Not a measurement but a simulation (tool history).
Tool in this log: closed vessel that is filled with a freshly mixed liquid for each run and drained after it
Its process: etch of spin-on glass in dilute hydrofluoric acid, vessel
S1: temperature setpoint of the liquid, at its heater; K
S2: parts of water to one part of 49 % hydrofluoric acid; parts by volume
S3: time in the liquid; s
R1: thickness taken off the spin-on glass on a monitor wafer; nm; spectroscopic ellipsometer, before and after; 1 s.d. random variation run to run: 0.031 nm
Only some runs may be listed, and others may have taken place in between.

run,hour,S1,S2,S3,R1
1,0.0,299.15,135,30,4.3944
2,6.4,298.65,135,30,4.3106
3,10.3,299.65,135,30,4.4982
4,17.7,299.15,135,30,4.4316
5,19.5,299.15,180,30,3.0806
6,28.3,299.15,180,30,3.1211
7,30.2,303.15,175,30,3.7382

Expected results for the next run?
8,34.4,303.15,175,30,?

{"run 8": {"R1": 3.7578}}
